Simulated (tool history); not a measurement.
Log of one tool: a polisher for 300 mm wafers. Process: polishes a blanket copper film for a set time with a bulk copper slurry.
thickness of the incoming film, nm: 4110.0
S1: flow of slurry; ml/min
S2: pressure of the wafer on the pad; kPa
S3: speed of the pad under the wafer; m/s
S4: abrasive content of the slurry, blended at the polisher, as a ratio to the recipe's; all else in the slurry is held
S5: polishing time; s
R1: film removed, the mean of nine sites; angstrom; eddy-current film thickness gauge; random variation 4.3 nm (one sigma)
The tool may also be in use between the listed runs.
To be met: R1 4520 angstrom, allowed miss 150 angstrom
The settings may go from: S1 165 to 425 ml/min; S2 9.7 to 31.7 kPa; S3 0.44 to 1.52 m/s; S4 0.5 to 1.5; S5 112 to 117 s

Run 1, day 0: S1 275 ml/min, S2 20.7 kPa, S3 0.98 m/s, S4 1, S5 112 s. Result: R1 9126.9 angstrom.
Run 2, day 0.292: S1 275 ml/min, S2 16.5 kPa, S3 0.98 m/s, S4 1, S5 112 s. Result: R1 7514.5 angstrom.
Run 3, day 0.662: S1 275 ml/min, S2 14.5 kPa, S3 0.94 m/s, S4 1, S5 112 s. Result: R1 6324.7 angstrom.
Run 4, day 0.862: S1 275 ml/min, S2 14.5 kPa, S3 0.94 m/s, S4 1, S5 112 s. Result: R1 6370.4 angstrom.
Run 5, day 1.204: S1 275 ml/min, S2 13.1 kPa, S3 0.92 m/s, S4 1, S5 112 s. Result: R1 5722.1 angstrom.
Run 6, day 1.475: S1 275 ml/min, S2 13.1 kPa, S3 0.92 m/s, S4 1.1, S5 112 s. Result: R1 5682.7 angstrom.
Run 7, day 1.796: S1 275 ml/min, S2 12.4 kPa, S3 0.9 m/s, S4 1.1, S5 112 s. Result: R1 5398.9 angstrom.
Run 8, day 1.867: S1 275 ml/min, S2 11.7 kPa, S3 0.9 m/s, S4 1.1, S5 112 s. Result: R1 5077.8 angstrom.
Run 9, day 1.95: S1 275 ml/min, S2 11 kPa, S3 0.9 m/s, S4 1.1, S5 112 s. Result: R1 4766.2 angstrom.

Which of these 5 next moves meets every target?
Run A, day 2.033: S1 310 ml/min, S2 9.7 kPa, S3 0.86 m/s, S4 1.2, S5 112 s. Result: R1 ?.
Run B, day 2.033: S1 235 ml/min, S2 11 kPa, S3 0.96 m/s, S4 1.15, S5 112 s. Result: R1 ?.
Run C, day 2.033: S1 300 ml/min, S2 9.7 kPa, S3 0.84 m/s, S4 1.15, S5 114 s. Result: R1 ?.
Run D, day 2.033: S1 165 ml/min, S2 11.7 kPa, S3 0.82 m/s, S4 1.1, S5 117 s. Result: R1 ?.
Run E, day 2.033: S1 315 ml/min, S2 10.3 kPa, S3 0.96 m/s, S4 1.2, S5 114 s. Result: R1 ?.

move      R1
   A  4101.1
   B  4976.5
   C    4034
   D  4428.9
   E  4961.5
A: takes the result that was furthest off past its target
B: further off than the last run
C: takes the result that was furthest off past its target
D: meets every target
E: further off than the last run
The right move is D.
